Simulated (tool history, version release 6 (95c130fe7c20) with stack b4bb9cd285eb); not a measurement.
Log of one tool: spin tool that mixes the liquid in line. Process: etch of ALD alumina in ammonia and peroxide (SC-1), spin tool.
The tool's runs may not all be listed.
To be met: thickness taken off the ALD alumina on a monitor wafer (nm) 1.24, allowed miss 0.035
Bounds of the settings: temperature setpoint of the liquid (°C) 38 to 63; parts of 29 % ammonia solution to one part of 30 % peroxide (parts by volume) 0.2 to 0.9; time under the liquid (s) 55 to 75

run  hour  temperature setpoint of the liquid (°C)  parts of 29 % ammonia solution to one part of 30 % peroxide (parts by volume)  time under the liquid (s)  thickness taken off the ALD alumina on a monitor wafer (nm)
  1     0                                       47                                                                            0.5                         75                                                       2.0285
  2   1.8                                     44.5                                                                            0.5                         75                                                       1.7658
  3   7.9                                     50.5                                                                            0.5                         75                                                        2.447
  4    13                                       47                                                                            0.5                         75                                                       2.0218
  5  16.1                                     44.5                                                                            0.5                         75                                                       1.7749
  6  21.8                                     44.5                                                                           0.65                         75                                                       1.7907
  7    24                                     42.5                                                                           0.65                         75                                                       1.6084
  8  27.1                                       41                                                                           0.65                         75                                                       1.4943
  9  33.3                                       40                                                                           0.65                         75                                                       1.3872

Which of these 4 next moves meets every target?
  A  39.5                                       42                                                                           0.75                         55                                                            ?
  B  39.5                                       38                                                                            0.8                         70                                                            ?
  C  39.5                                     42.5                                                                            0.6                         55                                                            ?
  D  39.5                                       44                                                                           0.45                         55                                                            ?

move  thickness taken off the ALD alumina on a monitor wafer (nm)
   A                                                       1.1652
   B                                                       1.1786
   C                                                       1.1743
   D                                                       1.2458
A: takes the result that was furthest off past its target
B: takes the result that was furthest off past its target
C: takes the result that was furthest off past its target
D: meets every target
Answer: D
